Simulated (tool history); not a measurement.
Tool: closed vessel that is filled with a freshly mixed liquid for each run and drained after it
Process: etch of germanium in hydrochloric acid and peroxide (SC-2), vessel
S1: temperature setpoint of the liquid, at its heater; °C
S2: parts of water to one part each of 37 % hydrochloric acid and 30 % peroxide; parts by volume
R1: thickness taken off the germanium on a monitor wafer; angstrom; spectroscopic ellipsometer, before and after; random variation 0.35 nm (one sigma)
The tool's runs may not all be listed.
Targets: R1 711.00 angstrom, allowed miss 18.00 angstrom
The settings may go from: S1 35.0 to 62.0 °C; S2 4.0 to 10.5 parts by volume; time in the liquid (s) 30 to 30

{"run": 1, "hour": 0.0, "S1": 46.0, "S2": 5.5, "time in the liquid (s)": 30, "R1": 533.11}
{"run": 2, "hour": 1.2, "S1": 47.0, "S2": 5.5, "time in the liquid (s)": 30, "R1": 552.87}
{"run": 3, "hour": 8.2, "S1": 53.5, "S2": 5.5, "time in the liquid (s)": 30, "R1": 683.46}
{"run": 4, "hour": 14.0, "S1": 54.0, "S2": 5.5, "time in the liquid (s)": 30, "R1": 691.66}
{"run": 5, "hour": 19.4, "S1": 47.5, "S2": 5.5, "time in the liquid (s)": 30, "R1": 561.96}
{"run": 6, "hour": 21.7, "S1": 44.5, "S2": 5.5, "time in the liquid (s)": 30, "R1": 505.55}
{"run": 7, "hour": 22.6, "S1": 45.5, "S2": 5.5, "time in the liquid (s)": 30, "R1": 522.87}
{"run": 8, "hour": 26.2, "S1": 46.5, "S2": 5.5, "time in the liquid (s)": 30, "R1": 544.42}
{"run": 9, "hour": 32.5, "S1": 47.5, "S2": 5.5, "time in the liquid (s)": 30, "R1": 556.01}
{"run": 10, "hour": 37.2, "S1": 47.5, "S2": 5.5, "time in the liquid (s)": 30, "R1": 563.23}
{"run": 11, "hour": 38.8, "S1": 48.0, "S2": 5.5, "time in the liquid (s)": 30, "R1": 573.23}
{"run": 12, "hour": 41.7, "S1": 56.0, "S2": 5.5, "time in the liquid (s)": 30, "R1": 737.5}

Which of these 4 next moves meets every target?
{"run": "A", "hour": 44.6, "S1": 56.0, "S2": 5.0, "time in the liquid (s)": 30, "R1": "?"}
{"run": "B", "hour": 44.6, "S1": 55.0, "S2": 5.0, "time in the liquid (s)": 30, "R1": "?"}
{"run": "C", "hour": 44.6, "S1": 53.5, "S2": 5.5, "time in the liquid (s)": 30, "R1": "?"}
{"run": "D", "hour": 44.6, "S1": 53.0, "S2": 6.5, "time in the liquid (s)": 30, "R1": "?"}

move=A R1=740.21
move=B R1=717.58
move=C R1=682.65
move=D R1=667.31
A: further off than the last run
B: meets every target
C: takes the result that was furthest off past its target
D: takes the result that was furthest off past its target
Answer: B
